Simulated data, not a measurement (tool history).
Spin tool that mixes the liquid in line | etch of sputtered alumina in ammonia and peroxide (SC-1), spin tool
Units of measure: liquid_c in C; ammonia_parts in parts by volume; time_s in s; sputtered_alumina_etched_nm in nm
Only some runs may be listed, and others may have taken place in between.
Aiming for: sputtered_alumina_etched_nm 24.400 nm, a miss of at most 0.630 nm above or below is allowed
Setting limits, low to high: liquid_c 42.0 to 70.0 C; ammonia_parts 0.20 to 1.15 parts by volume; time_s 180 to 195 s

Run 1, hour 0.0: liquid_c 58.0 C, ammonia_parts 0.65 parts by volume, time_s 180 s. Result: sputtered_alumina_etched_nm 17.626 nm.
Run 2, hour 7.1: liquid_c 59.5 C, ammonia_parts 0.65 parts by volume, time_s 180 s. Result: sputtered_alumina_etched_nm 19.118 nm.
Run 3, hour 10.0: liquid_c 60.5 C, ammonia_parts 0.65 parts by volume, time_s 180 s. Result: sputtered_alumina_etched_nm 19.978 nm.
Run 4, hour 18.9: liquid_c 60.5 C, ammonia_parts 0.65 parts by volume, time_s 195 s. Result: sputtered_alumina_etched_nm 21.774 nm.
Run 5, hour 25.5: liquid_c 65.0 C, ammonia_parts 0.65 parts by volume, time_s 195 s. Result: sputtered_alumina_etched_nm 27.193 nm.
Run 6, hour 31.3: liquid_c 64.5 C, ammonia_parts 0.65 parts by volume, time_s 195 s. Result: sputtered_alumina_etched_nm 26.431 nm.
Run 7, hour 35.3: liquid_c 64.0 C, ammonia_parts 0.65 parts by volume, time_s 195 s. Result: sputtered_alumina_etched_nm 25.842 nm.
At hour 41.2: new drum of ammonia solution connected.
Run 8, hour 41.2: liquid_c 63.5 C, ammonia_parts 0.65 parts by volume, time_s 195 s. Result: sputtered_alumina_etched_nm 25.485 nm.

4 candidate next runs follow, results not yet known. Just one meets every target within its allowed miss. Identify it.
Run A, hour 47.1: liquid_c 65.5 C, ammonia_parts 0.75 parts by volume, time_s 185 s. Result: sputtered_alumina_etched_nm ?.
Run B, hour 47.1: liquid_c 64.5 C, ammonia_parts 0.65 parts by volume, time_s 180 s. Result: sputtered_alumina_etched_nm ?.
Run C, hour 47.1: liquid_c 63.0 C, ammonia_parts 0.90 parts by volume, time_s 195 s. Result: sputtered_alumina_etched_nm ?.
Run D, hour 47.1: liquid_c 65.0 C, ammonia_parts 0.70 parts by volume, time_s 195 s. Result: sputtered_alumina_etched_nm ?.

move  sputtered_alumina_etched_nm
   A                       26.972
   B                       24.638
   C                       25.533
   D                       27.554
A: further off than the last run
B: all results land within tolerance of their targets
C: roughly where the last run was
D: further off than the last run
Correct choice: B, which meets every target

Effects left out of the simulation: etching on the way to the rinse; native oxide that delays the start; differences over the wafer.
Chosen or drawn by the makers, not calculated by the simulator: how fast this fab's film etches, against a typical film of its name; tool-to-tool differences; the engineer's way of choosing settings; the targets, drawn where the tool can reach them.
